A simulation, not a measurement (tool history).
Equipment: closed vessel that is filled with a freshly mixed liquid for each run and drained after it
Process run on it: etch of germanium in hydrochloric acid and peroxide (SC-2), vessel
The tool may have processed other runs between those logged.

| run | hour | temperature setpoint of the liquid (C) | parts of water to one part each of 37 % hydrochloric acid and 30 % peroxide (parts by volume) | time in the liquid (s) | thickness taken off the germanium on a monitor wafer (angstrom) |
|---|---|---|---|---|---|
| 1 | 0.0 | 55.0 | 6.5 | 85 | 1531.3 |
| 2 | 4.8 | 50.5 | 6.5 | 85 | 1333.9 |
| 3 | 6.0 | 50.5 | 8.0 | 85 | 1305.3 |
| 4 | 10.9 | 53.0 | 8.0 | 85 | 1416.6 |
| 5 | 17.9 | 53.0 | 8.0 | 85 | 1423.9 |
| 6 | 24.4 | 57.0 | 8.0 | 85 | 1588.9 |
| 7 | 28.6 | 58.5 | 8.0 | 85 | 1673.0 |
| 8 | 36.2 | 60.0 | 8.0 | 85 | 1770.2 |
| 9 | 41.8 | 61.0 | 8.0 | 85 | 1796.6 |
| 10 | 46.1 | 62.0 | 8.0 | 85 | 1852.7 |
| 11 | 51.1 | 63.0 | 8.0 | 85 | 1919.3 |
| 12 | 53.0 | 63.5 | 8.0 | 85 | 1940.1 |
| 13 | 61.0 | 64.0 | 8.0 | 85 | 1967.8 |

For run 14, what comes out?
| 14 | 66.3 | 64.5 | 8.0 | 85 | ? |

thickness taken off the germanium on a monitor wafer (angstrom): 1991.9

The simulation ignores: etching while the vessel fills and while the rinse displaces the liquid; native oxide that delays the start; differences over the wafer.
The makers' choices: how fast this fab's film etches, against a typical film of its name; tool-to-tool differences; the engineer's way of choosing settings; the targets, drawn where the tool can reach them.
